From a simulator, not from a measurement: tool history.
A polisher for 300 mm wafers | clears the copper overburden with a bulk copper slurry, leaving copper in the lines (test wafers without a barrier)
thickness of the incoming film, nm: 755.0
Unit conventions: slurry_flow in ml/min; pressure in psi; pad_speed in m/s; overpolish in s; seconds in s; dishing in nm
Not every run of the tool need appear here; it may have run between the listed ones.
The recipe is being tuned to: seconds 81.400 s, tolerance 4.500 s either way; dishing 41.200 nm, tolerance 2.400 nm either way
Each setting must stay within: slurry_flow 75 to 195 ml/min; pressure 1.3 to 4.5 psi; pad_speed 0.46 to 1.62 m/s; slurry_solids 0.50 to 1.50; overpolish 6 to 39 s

{"run": 1, "hour": 0.0, "slurry_flow": 125, "pressure": 2.9, "pad_speed": 1.04, "slurry_solids": 1.0, "overpolish": 20, "seconds": 64.377, "dishing": 110.1}
{"run": 2, "hour": 3.2, "slurry_flow": 125, "pressure": 2.7, "pad_speed": 1.06, "slurry_solids": 1.0, "overpolish": 18, "seconds": 68.141, "dishing": 96.885}
{"run": 3, "hour": 8.5, "slurry_flow": 125, "pressure": 2.7, "pad_speed": 1.06, "slurry_solids": 0.8, "overpolish": 18, "seconds": 70.515, "dishing": 93.783}
{"run": 4, "hour": 12.9, "slurry_flow": 125, "pressure": 2.7, "pad_speed": 0.9, "slurry_solids": 0.8, "overpolish": 18, "seconds": 80.283, "dishing": 90.275}
{"run": 5, "hour": 20.2, "slurry_flow": 120, "pressure": 2.5, "pad_speed": 1.0, "slurry_solids": 0.75, "overpolish": 16, "seconds": 82.786, "dishing": 78.927}
{"run": 6, "hour": 21.3, "slurry_flow": 120, "pressure": 2.5, "pad_speed": 1.12, "slurry_solids": 0.75, "overpolish": 16, "seconds": 78.274, "dishing": 80.148}
{"run": 7, "hour": 26.2, "slurry_flow": 120, "pressure": 2.5, "pad_speed": 1.12, "slurry_solids": 0.75, "overpolish": 16, "seconds": 77.092, "dishing": 82.483}
{"run": 8, "hour": 33.1, "slurry_flow": 125, "pressure": 2.3, "pad_speed": 1.2, "slurry_solids": 0.7, "overpolish": 15, "seconds": 80.945, "dishing": 76.245}
{"run": 9, "hour": 35.3, "slurry_flow": 120, "pressure": 2.2, "pad_speed": 1.26, "slurry_solids": 0.65, "overpolish": 14, "seconds": 84.506, "dishing": 68.403}
{"run": 10, "hour": 44.0, "slurry_flow": 115, "pressure": 2.2, "pad_speed": 1.32, "slurry_solids": 0.65, "overpolish": 13, "seconds": 82.501, "dishing": 68.821}
{"run": 11, "hour": 48.4, "slurry_flow": 125, "pressure": 2.1, "pad_speed": 1.36, "slurry_solids": 0.65, "overpolish": 12, "seconds": 81.699, "dishing": 64.055}
{"run": 12, "hour": 52.7, "slurry_flow": 135, "pressure": 2.0, "pad_speed": 1.4, "slurry_solids": 0.65, "overpolish": 11, "seconds": 84.732, "dishing": 58.957}
{"run": 13, "hour": 60.8, "slurry_flow": 145, "pressure": 1.9, "pad_speed": 1.44, "slurry_solids": 0.7, "overpolish": 10, "seconds": 79.7, "dishing": 55.023}
{"run": 14, "hour": 69.7, "slurry_flow": 150, "pressure": 1.8, "pad_speed": 1.46, "slurry_solids": 0.7, "overpolish": 9, "seconds": 86.269, "dishing": 47.923}
{"run": 15, "hour": 70.4, "slurry_flow": 155, "pressure": 1.8, "pad_speed": 1.46, "slurry_solids": 0.7, "overpolish": 9, "seconds": 86.873, "dishing": 48.413}
{"run": 16, "hour": 76.2, "slurry_flow": 160, "pressure": 1.8, "pad_speed": 1.48, "slurry_solids": 0.7, "overpolish": 9, "seconds": 85.954, "dishing": 48.564}
{"run": 17, "hour": 80.0, "slurry_flow": 165, "pressure": 1.8, "pad_speed": 1.5, "slurry_solids": 0.7, "overpolish": 9, "seconds": 84.841, "dishing": 48.96}
{"run": 18, "hour": 88.5, "slurry_flow": 185, "pressure": 1.3, "pad_speed": 1.62, "slurry_solids": 0.95, "overpolish": 6, "seconds": 99.169, "dishing": 29.83}
{"run": 19, "hour": 96.1, "slurry_flow": 180, "pressure": 1.4, "pad_speed": 1.62, "slurry_solids": 0.95, "overpolish": 6, "seconds": 92.24, "dishing": 32.131}
{"run": 20, "hour": 98.0, "slurry_flow": 180, "pressure": 1.8, "pad_speed": 1.6, "slurry_solids": 0.95, "overpolish": 12, "seconds": 73.645, "dishing": 67.881}
{"run": 21, "hour": 106.6, "slurry_flow": 180, "pressure": 1.8, "pad_speed": 1.6, "slurry_solids": 1.0, "overpolish": 11, "seconds": 74.1, "dishing": 62.977}
{"run": 22, "hour": 114.7, "slurry_flow": 180, "pressure": 1.8, "pad_speed": 1.6, "slurry_solids": 1.0, "overpolish": 10, "seconds": 72.062, "dishing": 57.866}
{"run": 23, "hour": 123.3, "slurry_flow": 185, "pressure": 1.3, "pad_speed": 1.58, "slurry_solids": 1.05, "overpolish": 6, "seconds": 97.696, "dishing": 29.956}

Pick the move, out of 4, that brings all results within their allowed miss; only one does.
{"run": "A", "hour": 131.9, "slurry_flow": 190, "pressure": 1.8, "pad_speed": 1.62, "slurry_solids": 1.1, "overpolish": 6, "seconds": "?", "dishing": "?"}
{"run": "B", "hour": 131.9, "slurry_flow": 190, "pressure": 1.4, "pad_speed": 1.52, "slurry_solids": 0.75, "overpolish": 11, "seconds": "?", "dishing": "?"}
{"run": "C", "hour": 131.9, "slurry_flow": 190, "pressure": 1.3, "pad_speed": 1.62, "slurry_solids": 1.05, "overpolish": 7, "seconds": "?", "dishing": "?"}
{"run": "D", "hour": 131.9, "slurry_flow": 195, "pressure": 1.6, "pad_speed": 1.48, "slurry_solids": 1.25, "overpolish": 7, "seconds": "?", "dishing": "?"}

move=A seconds=68.693 dishing=41.184
move=B seconds=99.427 dishing=48.581
move=C seconds=94.418 dishing=35.002
move=D seconds=79.093 dishing=41.231
A: puts the biggest miss on target and leaves a different result outside tolerance
B: the result that was furthest off in the last run now lies on the other side of its target
C: closes in on the targets versus the last run, not all within tolerance yet
D: all results in spec
D meets every target.
